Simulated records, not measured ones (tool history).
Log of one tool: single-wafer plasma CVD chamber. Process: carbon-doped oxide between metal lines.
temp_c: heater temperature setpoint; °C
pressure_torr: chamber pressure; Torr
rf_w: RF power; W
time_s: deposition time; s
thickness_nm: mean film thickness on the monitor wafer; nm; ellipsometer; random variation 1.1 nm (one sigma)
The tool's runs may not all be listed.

run	hour	temp_c	pressure_torr	rf_w	time_s	thickness_nm
1	0	340	3.7	610	31	170
2	1.5	338	3.85	640	31.1	179.82
3	5.6	335	4.05	650	31.1	186.28
4	6.3	335	4.58	650	31.1	188.23
5	8.5	335	5	650	31.1	188.91
6	14.1	332	5.04	660	31.1	194.78
7	17.2	330	5.07	665	31.1	196.44

The next listed run, before its measurement:
8	19.2	328	5.09	670	31.1	?

{"run 8": {"thickness_nm": 200.32}}
